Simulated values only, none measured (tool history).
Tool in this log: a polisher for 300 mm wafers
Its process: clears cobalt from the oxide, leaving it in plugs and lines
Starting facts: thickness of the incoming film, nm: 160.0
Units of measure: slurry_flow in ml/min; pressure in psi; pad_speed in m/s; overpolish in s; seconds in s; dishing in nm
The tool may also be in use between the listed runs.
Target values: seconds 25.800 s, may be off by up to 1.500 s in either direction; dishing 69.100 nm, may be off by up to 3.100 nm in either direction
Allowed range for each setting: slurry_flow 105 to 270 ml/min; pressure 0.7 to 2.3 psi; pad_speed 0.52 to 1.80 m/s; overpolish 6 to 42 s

| run | hour | slurry_flow | pressure | pad_speed | overpolish | seconds | dishing |
|---|---|---|---|---|---|---|---|
| 1 | 0.0 | 175 | 1.5 | 1.16 | 21 | 41.857 | 49.220 |
| 2 | 2.7 | 175 | 1.5 | 1.36 | 21 | 37.211 | 53.054 |
| 3 | 4.4 | 175 | 1.2 | 1.36 | 21 | 44.942 | 46.170 |
| 4 | 13.1 | 175 | 1.4 | 1.38 | 21 | 39.054 | 50.988 |
|  | 13.8 | head pressure recalibrated |
| 5 | 13.8 | 175 | 1.6 | 1.40 | 21 | 30.493 | 57.275 |
| 6 | 16.0 | 175 | 1.6 | 1.40 | 22 | 30.627 | 58.353 |
| 7 | 19.3 | 175 | 1.6 | 1.40 | 23 | 30.729 | 59.022 |
| 8 | 23.4 | 175 | 1.6 | 1.40 | 24 | 29.810 | 62.487 |
| 9 | 24.1 | 175 | 1.7 | 1.40 | 25 | 28.142 | 63.651 |

Consider the 5 candidate settings below. Which is the only one whose results all fall within their allowed miss of target?
| A | 24.8 | 150 | 1.5 | 1.56 | 23 | ? | ? |
| B | 24.8 | 180 | 1.8 | 1.48 | 24 | ? | ? |
| C | 24.8 | 155 | 1.6 | 1.34 | 22 | ? | ? |
| D | 24.8 | 180 | 1.6 | 1.40 | 27 | ? | ? |
| E | 24.8 | 180 | 1.7 | 1.52 | 30 | ? | ? |

| move | seconds | dishing |
|---|---|---|
| A | 29.533 | 60.405 |
| B | 25.507 | 64.559 |
| C | 32.051 | 57.310 |
| D | 30.199 | 63.577 |
| E | 26.274 | 68.151 |
A: moves away from the targets compared with the last run
B: moves toward the targets from the last run without getting all of them in spec
C: moves away from the targets compared with the last run
D: moves away from the targets compared with the last run
E: in spec on every target
E meets every target.
